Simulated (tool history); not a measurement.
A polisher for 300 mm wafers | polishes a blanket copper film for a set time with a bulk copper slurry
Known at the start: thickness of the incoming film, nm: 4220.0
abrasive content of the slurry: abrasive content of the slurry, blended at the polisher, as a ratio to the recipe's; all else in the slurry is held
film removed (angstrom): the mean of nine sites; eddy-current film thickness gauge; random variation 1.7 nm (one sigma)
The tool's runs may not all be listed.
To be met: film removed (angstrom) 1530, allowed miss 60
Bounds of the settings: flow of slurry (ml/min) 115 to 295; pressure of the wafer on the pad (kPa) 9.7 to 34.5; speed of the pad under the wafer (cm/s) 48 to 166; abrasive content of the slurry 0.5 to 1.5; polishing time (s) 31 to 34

run    day  flow of slurry (ml/min)  pressure of the wafer on the pad (kPa)  speed of the pad under the wafer (cm/s)  abrasive content of the slurry  polishing time (s)  film removed (angstrom)
  1      0                      190                                    22.1                                      106                               1                  34                   4214.7
  2  0.321                      190                                    19.3                                       96                               1                  34                   3288.7
  3  0.671                      190                                    17.2                                       96                               1                  34                     2960
  4  0.988                      190                                    15.9                                       90                               1                  34                   2610.7
  5    1.2                      190                                    15.9                                       78                               1                  34                   2234.4
  6  1.238                      190                                    21.4                                       78                               1                  34                   2932.6
  7  1.296                      190                                    18.6                                       76                               1                  34                   2604.1
  8  1.617                      185                                    12.4                                       54                               1                  34                   1240.8
  9  1.862                      195                                    13.1                                       54                               1                  34                   1316.9
 10  1.983                      195                                    13.1                                       54                               1                  34                   1314.6
 11  2.229                      195                                    13.8                                       54                               1                  34                   1408.2
 12  2.538                      200                                    13.8                                       54                               1                  34                   1387.8
 13  2.621                      200                                    14.5                                       54                               1                  34                   1452.8

4 next moves are on the table. One of them brings every result within its allowed miss. Which?
  A  2.704                      200                                    13.1                                       56                            1.05                  34                        ?
  B  2.704                      255                                    17.2                                       52                             0.9                  31                        ?
  C  2.704                      255                                    15.9                                       52                             1.1                  34                        ?
  D  2.704                      185                                    14.5                                       58                            0.95                  31                        ?

move  film removed (angstrom)
   A                   1417.4
   B                   1544.8
   C                   1657.4
   D                   1411.1
A: further off than the last run
B: meets every target
C: takes the result that was furthest off past its target
D: further off than the last run
The right move is B.
